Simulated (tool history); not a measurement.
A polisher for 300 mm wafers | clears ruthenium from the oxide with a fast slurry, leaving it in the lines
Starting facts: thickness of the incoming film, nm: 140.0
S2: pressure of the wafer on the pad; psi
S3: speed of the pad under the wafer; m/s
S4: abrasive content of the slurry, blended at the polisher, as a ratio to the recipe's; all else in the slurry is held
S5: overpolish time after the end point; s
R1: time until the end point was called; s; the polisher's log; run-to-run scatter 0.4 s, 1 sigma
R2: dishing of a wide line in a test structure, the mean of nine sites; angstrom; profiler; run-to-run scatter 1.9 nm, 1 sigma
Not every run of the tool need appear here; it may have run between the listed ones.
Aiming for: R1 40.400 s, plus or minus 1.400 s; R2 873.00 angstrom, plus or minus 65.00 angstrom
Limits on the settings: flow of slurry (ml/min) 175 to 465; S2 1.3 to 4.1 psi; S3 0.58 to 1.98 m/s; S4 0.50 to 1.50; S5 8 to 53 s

{"run": 1, "hour": 0.0, "flow of slurry (ml/min)": 295, "S2": 2.7, "S3": 1.28, "S4": 1.0, "S5": 27, "R1": 31.84, "R2": 749.47}
{"run": 2, "hour": 8.5, "flow of slurry (ml/min)": 295, "S2": 3.3, "S3": 1.28, "S4": 1.0, "S5": 27, "R1": 26.515, "R2": 856.66}
{"run": 3, "hour": 12.1, "flow of slurry (ml/min)": 295, "S2": 3.7, "S3": 1.28, "S4": 1.0, "S5": 27, "R1": 23.893, "R2": 943.22}
{"run": 4, "hour": 17.1, "flow of slurry (ml/min)": 295, "S2": 3.7, "S3": 1.28, "S4": 0.9, "S5": 27, "R1": 24.52, "R2": 924.39}
{"run": 5, "hour": 17.9, "flow of slurry (ml/min)": 295, "S2": 3.7, "S3": 1.28, "S4": 0.9, "S5": 34, "R1": 24.469, "R2": 1045.3}
{"run": 6, "hour": 22.3, "flow of slurry (ml/min)": 295, "S2": 3.7, "S3": 1.28, "S4": 1.05, "S5": 34, "R1": 22.572, "R2": 1079.8}
{"run": 7, "hour": 31.2, "flow of slurry (ml/min)": 295, "S2": 3.4, "S3": 1.28, "S4": 1.05, "S5": 36, "R1": 24.815, "R2": 1044.1}
{"run": 8, "hour": 33.1, "flow of slurry (ml/min)": 295, "S2": 3.2, "S3": 1.28, "S4": 1.05, "S5": 38, "R1": 26.241, "R2": 1040.9}
{"run": 9, "hour": 39.7, "flow of slurry (ml/min)": 295, "S2": 3.0, "S3": 1.28, "S4": 1.05, "S5": 39, "R1": 28.267, "R2": 1031.0}
{"hour": 44.2, "done": "slurry nozzle cleaned"}
{"run": 10, "hour": 44.2, "flow of slurry (ml/min)": 295, "S2": 2.3, "S3": 1.26, "S4": 1.05, "S5": 41, "R1": 36.159, "R2": 942.84}
{"run": 11, "hour": 51.0, "flow of slurry (ml/min)": 295, "S2": 2.2, "S3": 1.26, "S4": 1.05, "S5": 41, "R1": 37.49, "R2": 921.21}

Exercise: of the 4 proposed moves below, exactly one satisfies all targets within the stated allowed misses. Which move is it?
{"run": "A", "hour": 57.8, "flow of slurry (ml/min)": 300, "S2": 2.2, "S3": 1.28, "S4": 1.05, "S5": 38, "R1": "?", "R2": "?"}
{"run": "B", "hour": 57.8, "flow of slurry (ml/min)": 340, "S2": 1.7, "S3": 1.44, "S4": 1.1, "S5": 42, "R1": "?", "R2": "?"}
{"run": "C", "hour": 57.8, "flow of slurry (ml/min)": 285, "S2": 2.3, "S3": 1.28, "S4": 1.0, "S5": 28, "R1": "?", "R2": "?"}
{"run": "D", "hour": 57.8, "flow of slurry (ml/min)": 260, "S2": 2.5, "S3": 1.22, "S4": 0.9, "S5": 39, "R1": "?", "R2": "?"}

move=A R1=36.507 R2=890.94
move=B R1=40.451 R2=889.56
move=C R1=35.938 R2=735.46
move=D R1=36.891 R2=899.50
A: lands further from the targets than the last run did
B: every result within its allowed miss
C: lands further from the targets than the last run did
D: lands further from the targets than the last run did
B is the move that brings every result within its allowed miss.
